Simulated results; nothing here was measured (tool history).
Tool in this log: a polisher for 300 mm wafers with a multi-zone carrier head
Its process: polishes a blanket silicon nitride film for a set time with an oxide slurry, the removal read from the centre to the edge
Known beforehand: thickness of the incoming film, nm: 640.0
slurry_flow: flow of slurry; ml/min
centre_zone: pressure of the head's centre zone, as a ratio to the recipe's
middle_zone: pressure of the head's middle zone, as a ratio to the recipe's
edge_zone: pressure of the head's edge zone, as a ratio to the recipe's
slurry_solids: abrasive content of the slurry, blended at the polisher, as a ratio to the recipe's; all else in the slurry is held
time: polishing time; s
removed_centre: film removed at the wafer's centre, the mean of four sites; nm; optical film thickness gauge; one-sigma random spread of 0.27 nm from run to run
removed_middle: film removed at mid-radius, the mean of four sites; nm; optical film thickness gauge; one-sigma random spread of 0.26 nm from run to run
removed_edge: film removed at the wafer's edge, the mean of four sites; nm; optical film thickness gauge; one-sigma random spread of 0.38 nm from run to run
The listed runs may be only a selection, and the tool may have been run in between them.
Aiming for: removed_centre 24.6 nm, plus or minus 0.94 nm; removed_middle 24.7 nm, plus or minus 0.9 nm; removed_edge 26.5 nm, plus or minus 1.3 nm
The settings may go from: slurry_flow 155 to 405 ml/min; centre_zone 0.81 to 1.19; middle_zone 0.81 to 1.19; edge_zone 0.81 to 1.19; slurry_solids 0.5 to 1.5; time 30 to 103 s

| run | hour | slurry_flow | centre_zone | middle_zone | edge_zone | slurry_solids | time | removed_centre | removed_middle | removed_edge |
|---|---|---|---|---|---|---|---|---|---|---|
| 1 | 0 | 260 | 1 | 1 | 1 | 1 | 66 | 38.141 | 38.538 | 37.963 |
| 2 | 6.8 | 260 | 0.99 | 0.98 | 0.99 | 0.95 | 65 | 36.098 | 36.174 | 36.296 |
| 3 | 14.5 | 260 | 0.99 | 0.92 | 0.99 | 0.95 | 65 | 36.79 | 34.278 | 36.136 |
| 4 | 18.1 | 260 | 0.99 | 0.92 | 0.94 | 0.95 | 65 | 36.098 | 34.397 | 36.086 |
| 5 | 26.3 | 260 | 0.99 | 0.97 | 0.94 | 0.95 | 65 | 36.831 | 35.439 | 35.104 |
| 6 | 28.9 | 260 | 0.94 | 0.97 | 0.94 | 0.95 | 65 | 35.115 | 36.188 | 34.502 |
| 7 | 37.5 | 260 | 0.94 | 0.97 | 0.94 | 0.95 | 65 | 35.064 | 35.193 | 35.538 |
| 8 | 46 | 255 | 0.93 | 0.96 | 0.94 | 0.9 | 64 | 32.298 | 33.079 | 32.777 |
| 9 | 47.7 | 250 | 0.92 | 0.94 | 0.93 | 0.85 | 64 | 29.96 | 31.478 | 31.254 |
| 10 | 49.8 | 245 | 0.92 | 0.92 | 0.92 | 0.85 | 64 | 30.67 | 30.303 | 30.923 |
| 11 | 58.8 | 235 | 0.91 | 0.91 | 0.92 | 0.85 | 64 | 30.166 | 30.177 | 31.1 |
| 12 | 65.7 | 235 | 0.86 | 0.84 | 0.89 | 0.6 | 63 | 18.612 | 18.509 | 20.291 |
| 13 | 74.6 | 235 | 0.88 | 0.86 | 0.92 | 0.6 | 63 | 18.914 | 19.228 | 20.385 |
| 14 | 79.1 | 235 | 0.88 | 0.86 | 0.93 | 0.65 | 63 | 20.956 | 21.116 | 23.235 |
| 15 | 83.4 | 235 | 0.89 | 0.87 | 0.94 | 0.65 | 63 | 21.605 | 21.759 | 23.239 |
| 16 | 88.7 | 260 | 0.92 | 0.9 | 1.04 | 0.8 | 63 | 29.343 | 28.27 | 30.899 |
| 17 | 97.3 | 195 | 0.88 | 0.87 | 0.94 | 0.85 | 63 | 27.973 | 27.861 | 29.684 |
| 18 | 103.3 | 195 | 0.87 | 0.86 | 0.93 | 0.85 | 63 | 27.265 | 27.704 | 29.988 |
| 19 | 103.9 | 195 | 0.87 | 0.86 | 0.92 | 0.85 | 63 | 27.108 | 27.698 | 30.239 |
| 20 | 104.6 | 195 | 0.87 | 0.86 | 0.91 | 0.85 | 63 | 27.257 | 27.781 | 29.332 |
| 21 | 109.6 | 185 | 0.84 | 0.81 | 0.88 | 0.65 | 62 | 18.934 | 19.582 | 21.341 |
| 22 | 112 | 185 | 0.85 | 0.83 | 0.91 | 0.65 | 62 | 19.615 | 19.446 | 21.438 |
| 23 | 114 | 195 | 0.86 | 0.85 | 0.94 | 0.65 | 62 | 20.263 | 20.448 | 22.349 |
| 24 | 121.7 | 195 | 0.87 | 0.86 | 0.96 | 0.65 | 62 | 20.305 | 20.897 | 21.774 |
| 25 | 128.7 | 210 | 0.88 | 0.87 | 0.98 | 0.65 | 62 | 20.767 | 20.68 | 22.93 |
| 26 | 135.7 | 210 | 0.88 | 0.87 | 0.98 | 0.65 | 62 | 20.562 | 20.941 | 23.046 |
| 27 | 136.6 | 210 | 0.88 | 0.87 | 0.98 | 0.65 | 62 | 20.632 | 21.001 | 23.032 |

Which single option among these 4 for the next run brings every result within its allowed miss of target? Just one does.
| A | 137.5 | 250 | 0.89 | 0.88 | 0.97 | 0.75 | 61 | ? | ? | ? |
| B | 137.5 | 210 | 0.83 | 0.87 | 1.07 | 0.7 | 47 | ? | ? | ? |
| C | 137.5 | 155 | 0.92 | 0.87 | 0.98 | 0.65 | 71 | ? | ? | ? |
| D | 137.5 | 300 | 0.84 | 0.82 | 1.07 | 0.65 | 68 | ? | ? | ? |

| move | removed_centre | removed_middle | removed_edge |
|---|---|---|---|
| A | 24.424 | 25.068 | 27.641 |
| B | 15.872 | 17.316 | 20.344 |
| C | 22.639 | 22.52 | 25.759 |
| D | 22.322 | 22.819 | 27.848 |
A: hits every target within its allowed miss
B: moves away from the targets compared with the last run
C: better than the last run, though not everything is in spec
D: better than the last run, though not everything is in spec
The right move is A.

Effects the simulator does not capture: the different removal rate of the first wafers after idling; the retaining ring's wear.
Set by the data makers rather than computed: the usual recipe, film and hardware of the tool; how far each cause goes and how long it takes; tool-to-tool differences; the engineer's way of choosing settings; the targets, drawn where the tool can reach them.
